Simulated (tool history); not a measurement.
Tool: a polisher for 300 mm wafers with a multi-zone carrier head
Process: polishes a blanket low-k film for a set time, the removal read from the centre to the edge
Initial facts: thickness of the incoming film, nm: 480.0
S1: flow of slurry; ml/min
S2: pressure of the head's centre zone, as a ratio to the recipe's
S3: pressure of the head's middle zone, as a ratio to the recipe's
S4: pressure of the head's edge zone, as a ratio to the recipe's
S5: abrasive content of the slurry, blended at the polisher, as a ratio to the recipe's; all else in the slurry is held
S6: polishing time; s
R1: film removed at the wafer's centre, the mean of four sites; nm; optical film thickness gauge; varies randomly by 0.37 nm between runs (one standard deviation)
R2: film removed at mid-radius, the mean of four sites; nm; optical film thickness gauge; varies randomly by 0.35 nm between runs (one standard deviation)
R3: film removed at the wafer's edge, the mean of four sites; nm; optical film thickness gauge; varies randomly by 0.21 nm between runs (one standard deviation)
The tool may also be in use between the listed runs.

run  hour   S1    S2    S3    S4    S5  S6      R1      R2      R3
  1     0  130     1     1     1     1  51   27.76  26.531  26.099
  2   0.6  130     1     1  1.07     1  51  26.564   26.37  27.308
  3   5.5  130  1.08     1  1.07     1  51  28.455  26.044  26.768
  4   6.2  130  1.08     1     1     1  51  28.216  26.524  25.907
  5   7.3  140  1.07  1.01  1.03  1.05  51  29.656  27.774  27.063
  6  12.3  145  1.05  1.01  1.06   1.1  51  29.773  28.469  28.355
  7  17.8  150  1.05  1.01  1.08  1.15  51   30.89  29.264  29.205
  8  20.6  155  1.04  1.01   1.1   1.2  51  31.061  29.298  30.053
  9  29.5  160  1.03  1.02  1.12  1.25  51  31.442   30.55  30.553

The next listed run, before its measurement:
 10  31.6  165  1.02  1.02  1.13  1.3  51   ?   ?   ?

Run 10 produced R1 31.497 nm, R2 30.743 nm, R3 31.101 nm.
